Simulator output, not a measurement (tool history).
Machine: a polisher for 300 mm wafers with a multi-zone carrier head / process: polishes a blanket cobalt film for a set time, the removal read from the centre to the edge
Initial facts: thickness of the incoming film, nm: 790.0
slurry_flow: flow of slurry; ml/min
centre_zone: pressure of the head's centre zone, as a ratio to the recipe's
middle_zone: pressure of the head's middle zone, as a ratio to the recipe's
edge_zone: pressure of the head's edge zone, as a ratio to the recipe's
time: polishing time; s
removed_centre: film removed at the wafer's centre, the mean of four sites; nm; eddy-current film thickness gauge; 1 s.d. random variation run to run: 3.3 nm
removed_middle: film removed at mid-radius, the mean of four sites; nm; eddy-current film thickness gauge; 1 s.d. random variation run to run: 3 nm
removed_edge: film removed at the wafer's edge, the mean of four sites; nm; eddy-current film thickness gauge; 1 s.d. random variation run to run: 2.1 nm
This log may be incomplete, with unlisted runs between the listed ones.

run,hour,slurry_flow,centre_zone,middle_zone,edge_zone,time,removed_centre,removed_middle,removed_edge
1,0,140,1,1,1,35,214.72,206.98,211.91
2,0.7,140,1,1,1.08,35,217.68,208.91,215.6
3,4.5,140,1,1,1.15,35,218.29,213.26,221.99
4,8.9,120,1,1,1.15,35,214.09,205.96,220.82
5,17.2,120,1,1,1.09,35,213.23,208.5,214.29
6,24.5,105,1,1,1.09,35,205.47,208.15,210.67
7,28.6,125,1.02,0.98,1.12,35,219.3,204.95,221.01

Run 8, settings as shown, results not yet in. Your forecast:
8,31.9,135,1.05,0.97,1.13,35,?,?,?

{"run 8": {"removed_centre": 224.91, "removed_middle": 197.93, "removed_edge": 219.71}}
